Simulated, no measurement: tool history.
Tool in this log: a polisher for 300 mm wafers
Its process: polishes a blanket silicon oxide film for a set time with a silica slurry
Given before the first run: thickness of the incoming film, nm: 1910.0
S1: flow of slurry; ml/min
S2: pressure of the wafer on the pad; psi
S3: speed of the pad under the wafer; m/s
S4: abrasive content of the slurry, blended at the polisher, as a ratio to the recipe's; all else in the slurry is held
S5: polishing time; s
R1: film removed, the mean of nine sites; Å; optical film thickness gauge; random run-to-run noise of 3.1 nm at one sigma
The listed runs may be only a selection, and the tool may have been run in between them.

| run | day | S1 | S2 | S3 | S4 | S5 | R1 |
|---|---|---|---|---|---|---|---|
| 1 | 0 | 155 | 2.7 | 0.96 | 1 | 98 | 1720.3 |
| 2 | 0.271 | 155 | 2.9 | 0.96 | 1 | 98 | 1800.3 |
| 3 | 0.638 | 155 | 2.4 | 0.96 | 1 | 98 | 1592.4 |
| 4 | 0.733 | 185 | 2.4 | 0.96 | 1 | 98 | 1647 |
| 5 | 1.046 | 190 | 2.7 | 0.98 | 1 | 98 | 1827 |
| 6 | 1.321 | 190 | 2.9 | 0.98 | 1 | 98 | 1926.1 |
| 7 | 1.496 | 190 | 3.1 | 0.98 | 1 | 98 | 1966.2 |
| 8 | 1.833 | 190 | 3.3 | 1 | 1 | 98 | 2133.1 |
| 9 | 1.917 | 190 | 3.4 | 1 | 1 | 98 | 2166.6 |

What does the tool deliver on the next run?
| 10 | 2.017 | 190 | 3.5 | 1 | 1 | 98 | ? |

{"run 10": {"R1": 2201.2}}
